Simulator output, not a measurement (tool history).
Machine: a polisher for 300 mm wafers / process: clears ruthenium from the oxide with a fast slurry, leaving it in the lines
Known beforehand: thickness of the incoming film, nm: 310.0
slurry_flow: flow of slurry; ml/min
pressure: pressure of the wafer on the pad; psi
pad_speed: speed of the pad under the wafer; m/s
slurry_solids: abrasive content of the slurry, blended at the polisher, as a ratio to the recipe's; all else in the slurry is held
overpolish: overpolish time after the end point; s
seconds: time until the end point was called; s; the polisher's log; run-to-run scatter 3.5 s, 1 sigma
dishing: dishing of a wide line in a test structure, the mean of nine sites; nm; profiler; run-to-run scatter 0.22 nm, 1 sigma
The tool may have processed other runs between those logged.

{"run": 1, "day": 0.0, "slurry_flow": 125, "pressure": 2.2, "pad_speed": 1.24, "slurry_solids": 1, "overpolish": 20, "seconds": 78.797, "dishing": 62.406}
{"run": 2, "day": 0.138, "slurry_flow": 125, "pressure": 2.2, "pad_speed": 1.08, "slurry_solids": 1, "overpolish": 20, "seconds": 87.971, "dishing": 56.554}
{"run": 3, "day": 0.454, "slurry_flow": 125, "pressure": 2.2, "pad_speed": 1.08, "slurry_solids": 1, "overpolish": 24, "seconds": 88.658, "dishing": 64.411}
{"run": 4, "day": 0.483, "slurry_flow": 125, "pressure": 2.7, "pad_speed": 1.08, "slurry_solids": 1, "overpolish": 24, "seconds": 70.626, "dishing": 76.645}
{"run": 5, "day": 0.679, "slurry_flow": 120, "pressure": 2.3, "pad_speed": 0.9, "slurry_solids": 0.85, "overpolish": 18, "seconds": 111.86, "dishing": 44.049}
{"run": 6, "day": 0.946, "slurry_flow": 125, "pressure": 1.9, "pad_speed": 0.78, "slurry_solids": 0.9, "overpolish": 14, "seconds": 145.34, "dishing": 27.332}
{"run": 7, "day": 1.246, "slurry_flow": 130, "pressure": 1.6, "pad_speed": 0.78, "slurry_solids": 0.95, "overpolish": 13, "seconds": 172.44, "dishing": 22.49}
{"run": 8, "day": 1.621, "slurry_flow": 130, "pressure": 1.5, "pad_speed": 0.78, "slurry_solids": 1, "overpolish": 12, "seconds": 175.37, "dishing": 19.937}
{"run": 9, "day": 1.746, "slurry_flow": 130, "pressure": 1.4, "pad_speed": 0.78, "slurry_solids": 1, "overpolish": 12, "seconds": 188.68, "dishing": 18.958}

The next listed run, before its measurement:
{"run": 10, "day": 1.925, "slurry_flow": 130, "pressure": 1.3, "pad_speed": 0.78, "slurry_solids": 1, "overpolish": 12, "seconds": "?", "dishing": "?"}

{"run 10": {"seconds": 200.43, "dishing": 17.778}}
